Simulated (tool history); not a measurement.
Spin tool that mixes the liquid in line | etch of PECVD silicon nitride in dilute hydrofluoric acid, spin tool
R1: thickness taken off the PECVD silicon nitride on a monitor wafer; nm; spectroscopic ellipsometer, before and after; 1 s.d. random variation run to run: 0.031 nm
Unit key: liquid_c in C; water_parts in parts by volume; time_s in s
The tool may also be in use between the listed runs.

{"run": 1, "hour": 0.0, "liquid_c": 24.0, "water_parts": 175, "time_s": 45, "R1": 1.3016}
{"run": 2, "hour": 8.9, "liquid_c": 26.0, "water_parts": 150, "time_s": 45, "R1": 1.7043}
{"run": 3, "hour": 14.7, "liquid_c": 26.0, "water_parts": 210, "time_s": 45, "R1": 1.2277}
{"run": 4, "hour": 21.3, "liquid_c": 26.0, "water_parts": 210, "time_s": 45, "R1": 1.2232}
{"run": 5, "hour": 22.9, "liquid_c": 23.0, "water_parts": 210, "time_s": 45, "R1": 1.0226}
{"run": 6, "hour": 31.4, "liquid_c": 20.0, "water_parts": 210, "time_s": 45, "R1": 0.84735}
{"run": 7, "hour": 39.7, "liquid_c": 23.0, "water_parts": 175, "time_s": 45, "R1": 1.2069}
{"run": 8, "hour": 41.9, "liquid_c": 25.5, "water_parts": 150, "time_s": 45, "R1": 1.6559}
{"hour": 43.6, "done": "hydrofluoric acid flow meter replaced"}
{"run": 9, "hour": 43.6, "liquid_c": 27.0, "water_parts": 130, "time_s": 45, "R1": 1.9753}
{"run": 10, "hour": 45.9, "liquid_c": 28.0, "water_parts": 115, "time_s": 45, "R1": 2.3783}
{"run": 11, "hour": 50.7, "liquid_c": 29.0, "water_parts": 105, "time_s": 45, "R1": 2.775}
{"run": 12, "hour": 56.3, "liquid_c": 29.5, "water_parts": 100, "time_s": 45, "R1": 3.041}

Expected results for the next run?
{"run": 13, "hour": 59.6, "liquid_c": 29.5, "water_parts": 100, "time_s": 45, "R1": "?"}

{"run 13": {"R1": 3.041}}
